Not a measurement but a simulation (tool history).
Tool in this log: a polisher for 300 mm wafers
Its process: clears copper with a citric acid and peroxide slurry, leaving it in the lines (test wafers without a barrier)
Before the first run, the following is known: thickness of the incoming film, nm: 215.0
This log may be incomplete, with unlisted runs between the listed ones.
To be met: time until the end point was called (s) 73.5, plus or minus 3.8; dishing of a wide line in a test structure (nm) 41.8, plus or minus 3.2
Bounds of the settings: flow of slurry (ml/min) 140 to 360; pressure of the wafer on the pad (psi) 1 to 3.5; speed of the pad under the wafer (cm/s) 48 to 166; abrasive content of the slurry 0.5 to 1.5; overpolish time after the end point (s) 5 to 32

run	hour	flow of slurry (ml/min)	pressure of the wafer on the pad (psi)	speed of the pad under the wafer (cm/s)	abrasive content of the slurry	overpolish time after the end point (s)	time until the end point was called (s)	dishing of a wide line in a test structure (nm)
1	0	230	2.2	106	1	16	121.09	15.309
2	1	230	2.2	106	1	22	125.75	21.426
3	2.5	230	2.2	106	0.9	22	126.98	20.422
4	10.4	230	2.2	106	0.9	19	124.16	18.659
5	16.2	230	2.2	106	0.9	24	126.58	22.718
6	23.6	230	2.6	108	0.9	25	104.33	27.204
7	27.3	230	2.8	110	0.9	26	95.433	31.558
8	33.6	230	3	110	0.9	26	87.527	32.09
9	39	230	3.1	112	0.9	27	88.246	35.793
10	45.7	230	3.2	114	0.9	27	82.678	36.309
11	52.1	230	3.3	114	0.9	27	81.176	37.439
12	58.6	230	3.3	114	0.9	27	77.969	38.144
13	63.7	230	3.4	114	0.9	28	76.63	40.098

Which of these 5 next moves meets every target?
A	68.8	225	3.1	122	1.05	27	?	?
B	68.8	190	3.5	112	1.2	28	?	?
C	68.8	265	3.5	96	0.9	28	?	?
D	68.8	225	3.4	112	0.75	28	?	?
E	68.8	285	2.9	162	1.15	24	?	?

move	time until the end point was called (s)	dishing of a wide line in a test structure (nm)
A	79.948	38.246
B	75.298	41.769
C	83.66	38.18
D	81.679	38.915
E	66.805	40.148
A: the biggest miss grows against the last run
B: each result inside its tolerance
C: the biggest miss grows against the last run
D: the biggest miss grows against the last run
E: pushes the last run's worst result past its target
Correct choice: B, which meets every target
